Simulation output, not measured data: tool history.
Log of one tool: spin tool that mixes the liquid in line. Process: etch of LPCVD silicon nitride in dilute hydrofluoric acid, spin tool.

| run | hour | temperature setpoint of the liquid (C) | parts of water to one part of 49 % hydrofluoric acid (parts by volume) | time under the liquid (s) | thickness taken off the LPCVD silicon nitride on a monitor wafer (Å) |
|---|---|---|---|---|---|
| 1 | 0 | 26 | 95 | 70 | 3.7433 |
| 2 | 5.2 | 26.5 | 90 | 70 | 4.0621 |
| 3 | 11.3 | 24 | 90 | 70 | 3.547 |
| 4 | 20 | 25 | 85 | 70 | 3.9861 |
| 5 | 25.2 | 25.5 | 85 | 70 | 4.0712 |
| 6 | 27.8 | 28 | 85 | 70 | 4.7341 |
| 7 | 33.4 | 28.5 | 85 | 70 | 4.935 |
| 8 | 36.8 | 29 | 85 | 70 | 4.9967 |
| 9 | 43.1 | 29.5 | 85 | 70 | 5.2079 |
| 10 | 51.3 | 30 | 85 | 70 | 5.3708 |

Run 11 comes next. What will it give?
| 11 | 57.1 | 30.5 | 85 | 70 | ? |

{"run 11": {"thickness taken off the LPCVD silicon nitride on a monitor wafer (Å)": 5.5098}}
